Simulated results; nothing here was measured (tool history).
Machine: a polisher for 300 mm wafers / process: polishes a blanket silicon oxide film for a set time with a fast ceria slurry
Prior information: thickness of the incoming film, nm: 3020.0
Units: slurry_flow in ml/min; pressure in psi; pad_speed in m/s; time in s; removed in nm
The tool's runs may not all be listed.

run 1 hour=0 | slurry_flow=165 pressure=2 pad_speed=0.76 time=31 | removed=291.05
run 2 hour=1.8 | slurry_flow=165 pressure=2 pad_speed=0.76 time=28 | removed=258.87
run 3 hour=3 | slurry_flow=130 pressure=2 pad_speed=0.76 time=28 | removed=249.56
run 4 hour=5.8 | slurry_flow=125 pressure=1.7 pad_speed=0.76 time=28 | removed=218.8
run 5 hour=14.8 | slurry_flow=100 pressure=1.7 pad_speed=0.76 time=28 | removed=209.98
run 6 hour=19.9 | slurry_flow=100 pressure=1.7 pad_speed=0.76 time=28 | removed=205.81
run 7 hour=24.1 | slurry_flow=100 pressure=1.5 pad_speed=0.76 time=28 | removed=186.23
run 8 hour=28.6 | slurry_flow=100 pressure=1.4 pad_speed=0.76 time=28 | removed=173.58

The next listed run, before its measurement:
run 9 hour=32.3 | slurry_flow=100 pressure=1.3 pad_speed=0.76 time=28 | removed=?

removed: 165.4 nm
